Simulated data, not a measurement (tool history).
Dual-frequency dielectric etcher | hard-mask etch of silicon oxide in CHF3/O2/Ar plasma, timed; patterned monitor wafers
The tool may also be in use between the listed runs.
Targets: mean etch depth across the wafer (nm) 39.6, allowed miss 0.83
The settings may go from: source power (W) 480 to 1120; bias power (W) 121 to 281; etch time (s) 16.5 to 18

run	hour	source power (W)	bias power (W)	etch time (s)	mean etch depth across the wafer (nm)
1	0	800	201	18	44.437
2	8.6	740	197	18	42.386
3	12.8	740	197	18	43.202
4	21.4	690	193	18	41.519
5	24.5	690	227	18	43.245
6	31.9	690	240	18	44.742
7	37.6	640	236	18	43.459
8	39	600	230	18	41.717
9	45.9	580	229	18	41.272

5 next moves are on the table. One of them brings every result within its allowed miss. Which?
A	52.8	590	203	18	?
B	52.8	800	217	16.5	?
C	52.8	610	233	18	?
D	52.8	610	271	17	?
E	52.8	690	242	17.5	?

move	mean etch depth across the wafer (nm)
A	39.1
B	41.609
C	41.602
D	41.471
E	43.133
A: meets every target
B: further off than the last run
C: further off than the last run
D: further off than the last run
E: further off than the last run
Answer: A

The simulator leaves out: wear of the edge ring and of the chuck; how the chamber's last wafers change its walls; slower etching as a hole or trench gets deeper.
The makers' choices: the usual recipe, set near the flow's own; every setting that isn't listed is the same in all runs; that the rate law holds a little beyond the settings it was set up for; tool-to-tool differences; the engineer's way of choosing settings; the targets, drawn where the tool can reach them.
